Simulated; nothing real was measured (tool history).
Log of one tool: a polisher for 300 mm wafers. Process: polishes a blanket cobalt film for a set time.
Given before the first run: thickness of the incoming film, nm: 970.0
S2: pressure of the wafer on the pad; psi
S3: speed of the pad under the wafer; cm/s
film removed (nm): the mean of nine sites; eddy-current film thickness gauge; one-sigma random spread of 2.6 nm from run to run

Run 1, day 0.000: flow of slurry (ml/min) 225, S2 1.9 psi, S3 92 cm/s, polishing time (s) 73. Result: film removed (nm) 333.91.
Run 2, day 0.100: flow of slurry (ml/min) 225, S2 1.9 psi, S3 110 cm/s, polishing time (s) 73. Result: film removed (nm) 392.31.
Run 3, day 0.146: flow of slurry (ml/min) 270, S2 1.9 psi, S3 110 cm/s, polishing time (s) 73. Result: film removed (nm) 406.18.
Run 4, day 0.179: flow of slurry (ml/min) 245, S2 1.9 psi, S3 110 cm/s, polishing time (s) 73. Result: film removed (nm) 394.35.
At day 0.504: head pressure recalibrated.
Run 5, day 0.504: flow of slurry (ml/min) 245, S2 1.9 psi, S3 100 cm/s, polishing time (s) 73. Result: film removed (nm) 331.82.
Run 6, day 0.525: flow of slurry (ml/min) 245, S2 2.3 psi, S3 100 cm/s, polishing time (s) 73. Result: film removed (nm) 378.72.
Run 7, day 0.604: flow of slurry (ml/min) 245, S2 2.1 psi, S3 90 cm/s, polishing time (s) 73. Result: film removed (nm) 321.35.
Run 8, day 0.792: flow of slurry (ml/min) 245, S2 1.9 psi, S3 84 cm/s, polishing time (s) 73. Result: film removed (nm) 284.97.

Predict the results of run 9:
Run 9, day 0.896: flow of slurry (ml/min) 245, S2 1.7 psi, S3 80 cm/s, polishing time (s) 73. Result: film removed (nm) ?.

film removed (nm): 254.08
